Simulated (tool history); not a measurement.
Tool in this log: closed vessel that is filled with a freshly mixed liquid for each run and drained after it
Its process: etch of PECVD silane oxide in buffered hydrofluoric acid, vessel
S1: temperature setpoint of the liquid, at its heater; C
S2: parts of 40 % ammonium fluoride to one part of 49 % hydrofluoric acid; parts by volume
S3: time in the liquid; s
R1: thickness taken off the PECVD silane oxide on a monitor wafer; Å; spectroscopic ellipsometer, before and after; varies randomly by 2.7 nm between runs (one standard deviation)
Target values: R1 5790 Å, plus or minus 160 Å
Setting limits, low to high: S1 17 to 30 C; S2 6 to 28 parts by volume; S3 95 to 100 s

| run | day | S1 | S2 | S3 | R1 |
|---|---|---|---|---|---|
| 1 | 0 | 22 | 17 | 95 | 2151.8 |
| 2 | 0.221 | 22 | 20 | 95 | 1893.1 |
| 3 | 0.346 | 23.5 | 17 | 95 | 2332.2 |
| 4 | 0.404 | 23.5 | 13.5 | 95 | 2940.9 |
| 5 | 0.583 | 25 | 12.5 | 95 | 3441.4 |
|  | 0.879 | hydrofluoric acid flow meter replaced |
| 6 | 0.879 | 26 | 12 | 95 | 4151.4 |
| 7 | 1.104 | 26.5 | 12 | 95 | 4291.5 |
| 8 | 1.404 | 27 | 12 | 95 | 4378.1 |
| 9 | 1.738 | 27.5 | 12 | 95 | 4470.6 |
| 10 | 2.088 | 28 | 12 | 95 | 4646.8 |
| 11 | 2.35 | 28.5 | 12 | 95 | 4736.2 |
| 12 | 2.425 | 29 | 11.5 | 95 | 5076.4 |
| 13 | 2.579 | 29 | 11.5 | 95 | 5062.7 |

Which of these 4 next moves meets every target?
| A | 2.733 | 26.5 | 8 | 95 | ? |
| B | 2.733 | 26.5 | 8.5 | 95 | ? |
| C | 2.733 | 30 | 15.5 | 95 | ? |
| D | 2.733 | 29 | 10 | 100 | ? |

| move | R1 |
|---|---|
| A | 6164.3 |
| B | 5772.6 |
| C | 3985.5 |
| D | 6105.4 |
A: carries the result that was furthest off beyond its target, to the other side
B: all results in spec
C: the biggest miss grows against the last run
D: carries the result that was furthest off beyond its target, to the other side
B is the move that brings every result within its allowed miss.
